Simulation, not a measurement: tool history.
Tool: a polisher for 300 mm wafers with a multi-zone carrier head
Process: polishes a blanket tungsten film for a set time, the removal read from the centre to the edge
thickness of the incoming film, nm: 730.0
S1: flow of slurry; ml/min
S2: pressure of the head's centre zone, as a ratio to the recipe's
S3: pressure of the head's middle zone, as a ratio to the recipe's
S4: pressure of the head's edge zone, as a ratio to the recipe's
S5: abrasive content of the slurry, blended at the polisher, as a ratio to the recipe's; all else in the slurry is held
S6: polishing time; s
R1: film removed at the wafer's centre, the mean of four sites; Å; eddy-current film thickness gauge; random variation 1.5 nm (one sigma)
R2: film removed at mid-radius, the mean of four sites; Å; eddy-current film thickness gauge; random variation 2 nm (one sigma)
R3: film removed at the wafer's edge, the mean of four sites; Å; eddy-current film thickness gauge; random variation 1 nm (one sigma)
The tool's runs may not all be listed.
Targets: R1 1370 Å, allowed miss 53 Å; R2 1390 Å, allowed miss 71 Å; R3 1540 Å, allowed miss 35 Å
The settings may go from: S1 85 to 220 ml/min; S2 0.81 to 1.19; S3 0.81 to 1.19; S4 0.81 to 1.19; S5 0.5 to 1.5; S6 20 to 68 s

| run | hour | S1 | S2 | S3 | S4 | S5 | S6 | R1 | R2 | R3 |
|---|---|---|---|---|---|---|---|---|---|---|
| 1 | 0 | 140 | 1 | 1 | 1 | 1 | 44 | 2467 | 2425.7 | 2358.8 |
| 2 | 5.6 | 105 | 1 | 1 | 1 | 1 | 44 | 2170.1 | 2251.3 | 2247.4 |
| 3 | 10.6 | 105 | 0.94 | 1 | 1 | 1 | 44 | 2087.5 | 2277.6 | 2220.9 |
| 4 | 11.5 | 120 | 0.94 | 1 | 1 | 1 | 44 | 2195 | 2320 | 2322.1 |
| 5 | 12.9 | 115 | 0.93 | 0.98 | 0.99 | 0.95 | 43 | 2036.1 | 2233.5 | 2164.9 |
| 6 | 19.8 | 115 | 0.93 | 0.98 | 0.99 | 0.75 | 43 | 1913.4 | 2040.8 | 1982.3 |
| 7 | 25.8 | 85 | 0.83 | 0.88 | 0.95 | 0.5 | 37 | 1052.6 | 1170.2 | 1310.7 |
| 8 | 33.2 | 95 | 0.83 | 0.88 | 0.95 | 0.5 | 37 | 1127.2 | 1228.4 | 1340.6 |
| 9 | 41.7 | 100 | 0.83 | 0.88 | 0.96 | 0.5 | 37 | 1121.9 | 1247 | 1376 |
| 10 | 49.4 | 105 | 0.84 | 0.87 | 0.96 | 0.5 | 37 | 1187.5 | 1282.9 | 1388.6 |
| 11 | 58.1 | 110 | 0.84 | 0.86 | 0.97 | 0.5 | 37 | 1192.8 | 1276.5 | 1397.6 |
| 12 | 59.1 | 115 | 0.84 | 0.86 | 0.98 | 0.5 | 37 | 1205.1 | 1301.6 | 1413.9 |
| 13 | 66.4 | 120 | 0.84 | 0.85 | 0.99 | 0.5 | 37 | 1250.7 | 1317.3 | 1443.3 |
| 14 | 73.5 | 120 | 0.84 | 0.85 | 0.99 | 0.5 | 37 | 1218.7 | 1283.6 | 1421.4 |
| 15 | 82.2 | 125 | 0.84 | 0.85 | 1 | 0.5 | 37 | 1231.2 | 1290.8 | 1460.7 |

Which of these 5 next moves meets every target?
| A | 90.9 | 130 | 0.95 | 0.84 | 0.93 | 0.7 | 33 | ? | ? | ? |
| B | 90.9 | 130 | 0.87 | 0.82 | 0.97 | 0.5 | 36 | ? | ? | ? |
| C | 90.9 | 120 | 0.91 | 0.81 | 1.08 | 0.55 | 33 | ? | ? | ? |
| D | 90.9 | 140 | 0.85 | 0.83 | 0.98 | 0.5 | 39 | ? | ? | ? |
| E | 90.9 | 150 | 0.83 | 0.95 | 0.94 | 0.5 | 34 | ? | ? | ? |

| move | R1 | R2 | R3 |
|---|---|---|---|
| A | 1498.7 | 1343.7 | 1480 |
| B | 1276.3 | 1226.7 | 1405.5 |
| C | 1257.7 | 1146.5 | 1407.7 |
| D | 1377.7 | 1365.9 | 1549 |
| E | 1193.5 | 1351.9 | 1336.3 |
A: takes the result that was furthest off past its target
B: further off than the last run
C: further off than the last run
D: meets every target
E: further off than the last run
The right move is D.
